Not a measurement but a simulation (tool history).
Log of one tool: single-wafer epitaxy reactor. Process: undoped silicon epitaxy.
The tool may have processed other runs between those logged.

run  hour  wafer temperature setpoint (pyrometer-controlled) (deg C)  deposition time (s)  mean film thickness on the monitor wafer (nm)
  1     0                                                        645                  503                                          72.26
  2     6                                                        645                  446                                         64.035
  3    12                                                        651                  446                                         71.998
  4  18.6                                                        651                  386                                         62.094
  5  27.3                                                        651                  342                                         55.505
  6    36                                                        651                  383                                         61.976
  7    39                                                        656                  398                                         70.698
  8    47                                                        659                  412                                         77.041

Run 9 has not been measured yet. What should we expect?
  9  54.3                                                        669                  469                                              ?

For run 9 the tool returned mean film thickness on the monitor wafer (nm) 106.28.

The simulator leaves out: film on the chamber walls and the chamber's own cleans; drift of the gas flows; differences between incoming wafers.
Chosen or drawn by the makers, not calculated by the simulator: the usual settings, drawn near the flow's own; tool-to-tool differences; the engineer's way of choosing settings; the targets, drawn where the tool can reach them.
